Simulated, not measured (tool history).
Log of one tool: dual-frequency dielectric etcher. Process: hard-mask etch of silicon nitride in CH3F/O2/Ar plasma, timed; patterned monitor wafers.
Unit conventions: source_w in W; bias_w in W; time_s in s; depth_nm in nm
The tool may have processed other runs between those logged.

run,day,source_w,bias_w,time_s,depth_nm
1,0.000,530,65,282.5,205.20
2,0.217,490,63,282.5,198.15
3,0.388,460,61,282.5,191.55
4,0.417,460,67,282.5,196.14
5,0.554,460,67,294.0,203.30
6,0.912,460,67,294.0,205.07

Estimate the outcome of run 7 from the log above:
7,1.204,440,65,291.5,?

{"run 7": {"depth_nm": 197.69}}
